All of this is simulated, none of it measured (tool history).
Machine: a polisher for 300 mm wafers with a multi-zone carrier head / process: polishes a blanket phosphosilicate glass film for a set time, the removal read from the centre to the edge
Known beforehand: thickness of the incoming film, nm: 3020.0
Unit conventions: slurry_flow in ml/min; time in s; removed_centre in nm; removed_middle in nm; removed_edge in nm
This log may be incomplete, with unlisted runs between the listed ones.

run  hour  slurry_flow  centre_zone  middle_zone  edge_zone  slurry_solids  time  removed_centre  removed_middle  removed_edge
  1     0          160            1            1          1              1    67          521.88          512.67        524.66
  2   2.4          170            1         1.03       1.03           1.05    67          542.34          545.24        534.98
  3    10          170         0.98         1.04       1.04           1.15    68          550.74          573.52        563.87
  4  15.5          200         0.98         1.04       1.04           1.15    68          563.87          591.68         570.7
  5  21.4          200         0.97         1.05       1.05            1.2    68          571.34          614.06        588.13
  6  29.7          200         0.97         0.97       1.05            1.2    68          568.91          563.16        599.59
  7  35.4          200         0.97         0.99       1.06           1.25    68           571.6          591.74        597.13
  8  41.7          200         0.97            1       1.07            1.3    68          574.86          585.64        610.25

Run 9 comes next. What will it give?
  9  43.2          205         0.97         1.02       1.07           1.35    68               ?               ?             ?

{"run 9": {"removed_centre": 600.76, "removed_middle": 606.7, "removed_edge": 616.13}}
